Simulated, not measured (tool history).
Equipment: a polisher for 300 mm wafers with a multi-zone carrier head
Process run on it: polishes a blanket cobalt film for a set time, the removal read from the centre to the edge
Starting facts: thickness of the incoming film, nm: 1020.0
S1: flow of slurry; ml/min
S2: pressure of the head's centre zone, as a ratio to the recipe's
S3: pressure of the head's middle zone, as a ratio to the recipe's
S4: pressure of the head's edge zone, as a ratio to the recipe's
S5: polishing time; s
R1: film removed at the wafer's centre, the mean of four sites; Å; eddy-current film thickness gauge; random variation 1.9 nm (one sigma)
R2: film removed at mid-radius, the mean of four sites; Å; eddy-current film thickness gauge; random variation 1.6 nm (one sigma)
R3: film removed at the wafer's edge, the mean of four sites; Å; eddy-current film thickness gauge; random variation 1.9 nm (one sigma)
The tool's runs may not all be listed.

run  hour   S1    S2    S3    S4  S5      R1      R2      R3
  1   0.0  265  1.00  1.00  1.00  42  2089.2  2152.7  2115.1
  2   8.6  270  1.01  1.00  0.96  38  1905.9  1955.0  1907.2
  3  14.3  270  1.03  1.01  0.93  35  1793.3  1777.3  1680.0
  4  21.4  270  1.03  1.01  0.93  27  1373.3  1402.4  1333.6
  5  22.2  270  1.03  1.01  0.93  32  1632.4  1637.4  1547.7
  6  28.0  265  1.03  1.01  0.91  32  1668.5  1642.1  1569.5
  7  32.4  270  1.04  1.02  0.91  31  1606.1  1607.7  1502.9

Run 8 has not been measured yet. What should we expect?
  8  39.8  270  1.04  1.02  0.90  31   ?   ?   ?

For run 8 the tool returned R1 1600.2 Å, R2 1602.9 Å, R3 1508.1 Å.

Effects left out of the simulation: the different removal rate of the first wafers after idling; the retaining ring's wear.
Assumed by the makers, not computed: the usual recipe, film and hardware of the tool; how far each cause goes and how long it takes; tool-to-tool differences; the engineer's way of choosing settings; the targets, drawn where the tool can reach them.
